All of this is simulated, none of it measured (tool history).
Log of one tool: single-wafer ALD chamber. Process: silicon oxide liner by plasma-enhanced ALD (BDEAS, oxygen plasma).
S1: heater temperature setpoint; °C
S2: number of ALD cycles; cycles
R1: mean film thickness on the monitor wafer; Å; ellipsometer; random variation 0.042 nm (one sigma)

Run 1, hour 0: S1 310 °C, S2 64 cycles. Result: R1 60.42 Å.
Run 2, hour 3.4: S1 317 °C, S2 64 cycles. Result: R1 59.411 Å.
Run 3, hour 8.6: S1 314 °C, S2 69 cycles. Result: R1 65.318 Å.
Run 4, hour 12.6: S1 312 °C, S2 72 cycles. Result: R1 68.025 Å.
Run 5, hour 15.9: S1 321 °C, S2 72 cycles. Result: R1 66.67 Å.
Run 6, hour 22.6: S1 321 °C, S2 66 cycles. Result: R1 60.7 Å.

Run 7 comes next. What will it give?
Run 7, hour 25.1: S1 317 °C, S2 70 cycles. Result: R1 ?.

R1: 64.715 Å
